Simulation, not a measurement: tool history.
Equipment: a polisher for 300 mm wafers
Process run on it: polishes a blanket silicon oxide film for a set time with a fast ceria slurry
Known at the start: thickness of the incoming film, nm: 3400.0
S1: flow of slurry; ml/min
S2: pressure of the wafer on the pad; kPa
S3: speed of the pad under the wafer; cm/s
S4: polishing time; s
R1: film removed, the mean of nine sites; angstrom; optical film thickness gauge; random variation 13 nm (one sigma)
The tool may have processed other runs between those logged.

run	day	S1	S2	S3	S4	R1
1	0.000	210	22.8	114	30	7286.3
2	0.312	210	18.6	114	30	6152.8
3	0.658	160	18.6	114	30	5948.6
4	0.892	160	18.6	114	30	5947.5
5	1.050	160	18.6	114	30	6045.7
6	1.350	160	13.1	114	30	4510.0
# day 1.538: head pressure recalibrated
7	1.538	160	17.9	116	30	5449.8

Run 8 has not been measured yet. What should we expect?
8	1.867	190	20.7	118	30	?

Run 8 gave R1 6206.8 angstrom.
